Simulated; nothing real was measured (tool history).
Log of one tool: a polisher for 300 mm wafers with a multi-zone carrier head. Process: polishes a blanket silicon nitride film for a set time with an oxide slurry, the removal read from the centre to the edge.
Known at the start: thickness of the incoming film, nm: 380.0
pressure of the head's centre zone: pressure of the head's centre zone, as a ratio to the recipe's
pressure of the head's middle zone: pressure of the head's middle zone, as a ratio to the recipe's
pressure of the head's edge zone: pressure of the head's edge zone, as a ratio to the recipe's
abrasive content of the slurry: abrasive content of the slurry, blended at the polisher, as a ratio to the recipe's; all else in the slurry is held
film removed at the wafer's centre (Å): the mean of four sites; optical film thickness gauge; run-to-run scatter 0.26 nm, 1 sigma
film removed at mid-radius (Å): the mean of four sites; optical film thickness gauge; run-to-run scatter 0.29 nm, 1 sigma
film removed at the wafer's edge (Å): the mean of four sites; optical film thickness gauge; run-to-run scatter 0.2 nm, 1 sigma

run	hour	flow of slurry (ml/min)	pressure of the head's centre zone	pressure of the head's middle zone	pressure of the head's edge zone	abrasive content of the slurry	polishing time (s)	film removed at the wafer's centre (Å)	film removed at mid-radius (Å)	film removed at the wafer's edge (Å)
1	0	130	1	1	1	1	38	241.53	238.96	242.53
2	2.1	130	0.92	1	1	1	38	224.7	242.45	241.63
3	5.4	130	0.92	1	0.93	1	38	223.46	241.67	232.73
4	11.5	130	0.92	1	0.93	1	29	169.99	183.11	177.56
5	20.1	135	0.92	1.02	0.94	1.05	29	173.76	191.3	185.6
6	22.7	140	0.92	1.04	0.93	1.1	29	180.19	199.15	189.79
7	29.6	145	0.91	1.06	0.92	1.15	30	184.21	213.49	197.43
8	32.2	150	0.91	1.07	0.92	1.2	30	190.83	222.84	203.81
9	40.4	155	0.91	1.08	0.92	1.25	30	196.11	228.37	206

Run 10 has not been measured yet. What should we expect?
10	48.1	160	0.91	1.09	0.93	1.3	30	?	?	?

Run 10 measured film removed at the wafer's centre (Å) 201.87, film removed at mid-radius (Å) 235.68, film removed at the wafer's edge (Å) 212.67.

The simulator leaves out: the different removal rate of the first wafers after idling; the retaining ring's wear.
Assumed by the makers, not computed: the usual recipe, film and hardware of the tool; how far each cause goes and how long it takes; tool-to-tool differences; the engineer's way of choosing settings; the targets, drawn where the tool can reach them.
